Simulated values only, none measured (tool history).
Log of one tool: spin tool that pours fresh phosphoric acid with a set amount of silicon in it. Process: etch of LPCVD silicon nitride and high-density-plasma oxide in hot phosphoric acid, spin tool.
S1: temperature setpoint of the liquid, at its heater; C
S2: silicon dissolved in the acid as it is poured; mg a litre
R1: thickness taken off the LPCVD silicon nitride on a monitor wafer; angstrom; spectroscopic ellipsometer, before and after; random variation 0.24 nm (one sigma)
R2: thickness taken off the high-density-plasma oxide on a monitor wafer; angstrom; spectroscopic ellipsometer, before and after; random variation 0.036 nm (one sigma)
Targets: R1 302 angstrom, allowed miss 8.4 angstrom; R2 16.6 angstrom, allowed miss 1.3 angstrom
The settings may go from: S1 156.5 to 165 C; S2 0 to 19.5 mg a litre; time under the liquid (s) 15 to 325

Run 1, hour 0: S1 160 C, S2 8.5 mg a litre, time under the liquid (s) 165. Result: R1 161.02 angstrom, R2 9.9958 angstrom.
Run 2, hour 8.3: S1 160.5 C, S2 9.5 mg a litre, time under the liquid (s) 175. Result: R1 175.43 angstrom, R2 10.637 angstrom.
Run 3, hour 15.4: S1 160.5 C, S2 5 mg a litre, time under the liquid (s) 175. Result: R1 175.15 angstrom, R2 11.549 angstrom.
Run 4, hour 19.6: S1 161 C, S2 6.5 mg a litre, time under the liquid (s) 185. Result: R1 185.03 angstrom, R2 12.425 angstrom.
Run 5, hour 26.6: S1 161 C, S2 9 mg a litre, time under the liquid (s) 185. Result: R1 187.25 angstrom, R2 11.957 angstrom.
Run 6, hour 32.6: S1 161 C, S2 9 mg a litre, time under the liquid (s) 240. Result: R1 237.63 angstrom, R2 15.338 angstrom.
Run 7, hour 40.1: S1 161 C, S2 10.5 mg a litre, time under the liquid (s) 245. Result: R1 249.17 angstrom, R2 14.739 angstrom.
Run 8, hour 47.8: S1 161.5 C, S2 11.5 mg a litre, time under the liquid (s) 250. Result: R1 256.5 angstrom, R2 15.812 angstrom.
Run 9, hour 49.2: S1 161.5 C, S2 12.5 mg a litre, time under the liquid (s) 255. Result: R1 259.08 angstrom, R2 15.562 angstrom.
Run 10, hour 57.2: S1 161.5 C, S2 13 mg a litre, time under the liquid (s) 260. Result: R1 262.73 angstrom, R2 15.765 angstrom.
Run 11, hour 60.7: S1 161.5 C, S2 13.5 mg a litre, time under the liquid (s) 265. Result: R1 269.39 angstrom, R2 15.816 angstrom.
Run 12, hour 62.7: S1 161.5 C, S2 14 mg a litre, time under the liquid (s) 270. Result: R1 276.54 angstrom, R2 16.279 angstrom.
Run 13, hour 71.4: S1 161.5 C, S2 14.5 mg a litre, time under the liquid (s) 275. Result: R1 282.19 angstrom, R2 15.86 angstrom.

Which of these 4 next moves meets every target?
Run A, hour 80.1: S1 159 C, S2 12.5 mg a litre, time under the liquid (s) 320. Result: R1 ?, R2 ?.
Run B, hour 80.1: S1 163 C, S2 15.5 mg a litre, time under the liquid (s) 250. Result: R1 ?, R2 ?.
Run C, hour 80.1: S1 159.5 C, S2 19.5 mg a litre, time under the liquid (s) 320. Result: R1 ?, R2 ?.
Run D, hour 80.1: S1 163.5 C, S2 10 mg a litre, time under the liquid (s) 240. Result: R1 ?, R2 ?.

move      R1      R2
   A  298.96  16.872
   B  266.98  16.455
   C  304.04  14.627
   D  260.58  18.665
A: meets every target
B: further off than the last run
C: brings the result that was furthest off to its target, and leaves another outside
D: further off than the last run
The right move is A.
